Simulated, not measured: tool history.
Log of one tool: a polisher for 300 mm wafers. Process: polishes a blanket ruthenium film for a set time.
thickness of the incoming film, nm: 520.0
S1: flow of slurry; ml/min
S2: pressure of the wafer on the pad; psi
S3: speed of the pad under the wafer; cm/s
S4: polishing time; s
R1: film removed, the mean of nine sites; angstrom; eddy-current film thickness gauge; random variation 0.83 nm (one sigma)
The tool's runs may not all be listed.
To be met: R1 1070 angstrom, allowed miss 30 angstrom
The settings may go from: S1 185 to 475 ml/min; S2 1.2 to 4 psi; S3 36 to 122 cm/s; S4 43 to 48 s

Run 1, hour 0: S1 305 ml/min, S2 2.6 psi, S3 78 cm/s, S4 48 s. Result: R1 631.8 angstrom.
Run 2, hour 1.8: S1 305 ml/min, S2 3 psi, S3 78 cm/s, S4 48 s. Result: R1 727.44 angstrom.
Run 3, hour 9.8: S1 305 ml/min, S2 3.4 psi, S3 78 cm/s, S4 48 s. Result: R1 810.24 angstrom.
Run 4, hour 18.2: S1 360 ml/min, S2 3.4 psi, S3 78 cm/s, S4 48 s. Result: R1 838.44 angstrom.
Run 5, hour 20.4: S1 365 ml/min, S2 3.6 psi, S3 78 cm/s, S4 48 s. Result: R1 882.31 angstrom.
Run 6, hour 27: S1 365 ml/min, S2 3.6 psi, S3 78 cm/s, S4 48 s. Result: R1 885.89 angstrom.
Run 7, hour 29.1: S1 365 ml/min, S2 3.7 psi, S3 80 cm/s, S4 48 s. Result: R1 926.19 angstrom.
Run 8, hour 29.7: S1 365 ml/min, S2 3.8 psi, S3 82 cm/s, S4 48 s. Result: R1 979.03 angstrom.
Run 9, hour 34.5: S1 365 ml/min, S2 3.9 psi, S3 82 cm/s, S4 48 s. Result: R1 1014.4 angstrom.

Which of these 4 next moves meets every target?
Run A, hour 39.3: S1 350 ml/min, S2 3.6 psi, S3 88 cm/s, S4 47 s. Result: R1 ?.
Run B, hour 39.3: S1 350 ml/min, S2 4 psi, S3 80 cm/s, S4 47 s. Result: R1 ?.
Run C, hour 39.3: S1 335 ml/min, S2 4 psi, S3 94 cm/s, S4 44 s. Result: R1 ?.
Run D, hour 39.3: S1 350 ml/min, S2 3.8 psi, S3 82 cm/s, S4 47 s. Result: R1 ?.

move      R1
   A  983.98
   B  994.39
   C  1085.1
   D   968.6
A: further off than the last run
B: further off than the last run
C: meets every target
D: further off than the last run
Move C is the one to make.
